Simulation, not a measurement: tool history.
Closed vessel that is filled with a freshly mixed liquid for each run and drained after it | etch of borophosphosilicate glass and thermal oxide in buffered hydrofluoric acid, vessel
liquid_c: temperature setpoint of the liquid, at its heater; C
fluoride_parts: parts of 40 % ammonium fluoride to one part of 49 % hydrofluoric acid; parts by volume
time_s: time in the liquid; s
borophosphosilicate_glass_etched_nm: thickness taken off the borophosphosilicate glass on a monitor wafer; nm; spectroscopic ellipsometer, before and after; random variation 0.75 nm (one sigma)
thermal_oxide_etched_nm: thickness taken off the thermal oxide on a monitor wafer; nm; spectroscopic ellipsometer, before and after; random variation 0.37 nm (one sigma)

run,hour,liquid_c,fluoride_parts,time_s,borophosphosilicate_glass_etched_nm,thermal_oxide_etched_nm
1,0,23,10,60,123.44,66.18
2,3.8,22,10,60,115.8,63.103
3,8.3,22,10,75,144.67,78.161
4,17,22,12.5,75,116.66,63.429
5,21.6,21,12.5,75,110.38,58.672
6,24.4,20.5,12.5,75,107.44,58.117
7,27.8,20,12.5,75,103.93,56.815

The next listed run, before its measurement:
8,30.3,20,12.5,75,?,?

borophosphosilicate_glass_etched_nm: 103.93 nm
thermal_oxide_etched_nm: 55.818 nm
